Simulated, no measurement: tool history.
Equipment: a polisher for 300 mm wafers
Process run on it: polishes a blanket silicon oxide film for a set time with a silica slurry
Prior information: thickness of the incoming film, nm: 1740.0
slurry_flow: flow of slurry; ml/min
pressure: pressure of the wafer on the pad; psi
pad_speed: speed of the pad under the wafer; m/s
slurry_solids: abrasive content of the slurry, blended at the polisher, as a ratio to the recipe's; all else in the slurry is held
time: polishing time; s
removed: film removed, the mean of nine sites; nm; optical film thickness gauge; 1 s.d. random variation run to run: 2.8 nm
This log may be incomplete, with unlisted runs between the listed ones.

run	hour	slurry_flow	pressure	pad_speed	slurry_solids	time	removed
1	0.0	315	3.8	1.38	1.0	77	247.69
2	3.9	315	3.8	1.20	1.0	77	226.36
3	5.3	315	3.8	1.20	1.0	81	241.16
4	8.5	315	3.1	1.20	1.0	81	194.26
5	12.4	315	3.5	1.20	1.0	81	218.79
6	15.9	315	3.8	1.20	1.0	81	239.79

Run 7 is up next; what results do you expect?
# hour 23.4: slurry nozzle cleaned
7	23.4	315	3.8	1.20	1.0	81	?

{"run 7": {"removed": 246.22}}
